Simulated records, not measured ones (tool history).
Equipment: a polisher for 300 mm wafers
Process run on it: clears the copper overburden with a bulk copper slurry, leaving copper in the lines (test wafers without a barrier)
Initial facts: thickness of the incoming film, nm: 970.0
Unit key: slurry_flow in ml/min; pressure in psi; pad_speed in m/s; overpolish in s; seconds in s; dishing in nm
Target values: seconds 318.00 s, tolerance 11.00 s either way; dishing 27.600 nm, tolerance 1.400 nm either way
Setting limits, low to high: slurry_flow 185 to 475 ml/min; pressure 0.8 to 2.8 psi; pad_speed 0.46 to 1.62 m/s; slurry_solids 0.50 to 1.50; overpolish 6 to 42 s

run  hour  slurry_flow  pressure  pad_speed  slurry_solids  overpolish  seconds  dishing
  1   0.0          305       1.8       1.04           1.00          21   144.76   62.186
  2   0.9          305       1.8       1.24           1.00          21   127.61   69.263
  3   6.3          250       1.8       1.24           1.00          21   131.38   66.257
  4   9.4          250       1.6       1.14           1.00          18   154.23   57.876
  5  10.3          190       1.6       1.14           1.00          18   158.74   55.602
  6  14.6          190       1.6       1.22           1.00          18   150.23   57.700
  7  16.2          190       1.4       1.10           1.05          16   188.04   47.933
  8  21.5          190       1.3       1.06           1.10          14   206.93   39.955
  9  30.3          190       1.2       1.02           1.10          14   225.72   37.347
 10  37.4          190       1.1       1.00           1.10          14   247.41   34.073
 11  44.7          190       0.8       0.92           1.10          13   354.11   24.614

Exactly one of the 4 candidate moves below puts every result within its allowed miss. Which one?
  A  52.0          220       0.9       0.80           1.05          13        ?        ?
  B  52.0          195       0.8       0.86           1.00          18        ?        ?
  C  52.0          185       0.9       0.94           0.95          14        ?        ?
  D  52.0          205       0.9       0.72           1.00          17        ?        ?

move  seconds  dishing
   A   351.79   25.387
   B   381.37   29.758
   C   325.12   28.401
   D   382.75   29.033
A: gains on the last run, yet a result remains outside its allowed miss
B: its largest miss is bigger than the last run's
C: every result within its allowed miss
D: its largest miss is bigger than the last run's
The right move is C.
